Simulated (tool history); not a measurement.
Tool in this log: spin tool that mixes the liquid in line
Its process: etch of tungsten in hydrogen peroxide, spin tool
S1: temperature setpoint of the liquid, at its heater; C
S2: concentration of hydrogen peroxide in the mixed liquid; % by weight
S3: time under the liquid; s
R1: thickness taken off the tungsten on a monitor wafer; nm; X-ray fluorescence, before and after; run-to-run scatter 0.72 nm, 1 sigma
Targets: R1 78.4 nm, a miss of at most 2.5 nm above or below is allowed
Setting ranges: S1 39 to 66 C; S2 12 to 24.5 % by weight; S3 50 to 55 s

run  hour    S1    S2  S3      R1
  1     0    55  16.5  50  53.552
  2     4    55  16.5  55  60.624
  3  12.4  56.5  16.5  55  64.281
  4  15.3  56.5  16.5  50  59.853
  5  20.4    58  16.5  50  64.226
  6  22.8    59  16.5  50  68.249
  7  27.2  59.5  16.5  50  71.279
  8  29.2    60  16.5  50  72.959
  9  32.2  60.5  16.5  50  74.331

Exactly one of the 5 candidate moves below puts every result within its allowed miss. Which one?
  A  35.2  57.5  18.5  50   ?
  B  35.2  61.5    14  50   ?
  C  35.2    62  12.5  55   ?
  D  35.2  56.5    20  55   ?
  E  35.2  60.5  17.5  55   ?

move      R1
   A  66.646
   B  73.022
   C   78.09
   D  71.889
   E  84.816
A: moves away from the targets compared with the last run
B: moves away from the targets compared with the last run
C: all results land within tolerance of their targets
D: moves away from the targets compared with the last run
E: the result that was furthest off in the last run now lies on the other side of its target
C meets every target.
